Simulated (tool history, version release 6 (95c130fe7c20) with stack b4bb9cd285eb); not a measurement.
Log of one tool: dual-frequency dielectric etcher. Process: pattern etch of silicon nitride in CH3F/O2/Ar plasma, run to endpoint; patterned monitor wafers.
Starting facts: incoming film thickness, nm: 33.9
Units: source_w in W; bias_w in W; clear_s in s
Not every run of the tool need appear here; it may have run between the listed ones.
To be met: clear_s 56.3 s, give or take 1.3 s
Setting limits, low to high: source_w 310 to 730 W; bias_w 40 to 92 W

run	hour	source_w	bias_w	clear_s
1	0	520	66	50.793
2	5.3	590	66	48.192
3	13.3	550	65	49.701
4	17.2	610	65	47.803
5	25	610	69	46.933
6	32.5	560	67	49.474
7	38.8	530	66	49.919
8	43.1	490	64	51.782
9	48	460	63	53.051
10	53	440	62	54.874
11	54.8	430	62	54.794

Which single option among these 5 for the next run brings every result within its allowed miss of target? Just one does.
A	56.6	410	70	?
B	56.6	430	73	?
C	56.6	380	63	?
D	56.6	450	65	?
E	56.6	500	59	?

move	clear_s
A	53.223
B	51.596
C	56.729
D	53.131
E	53.205
A: further off than the last run
B: further off than the last run
C: every result within its allowed miss
D: further off than the last run
E: further off than the last run
The right move is C.
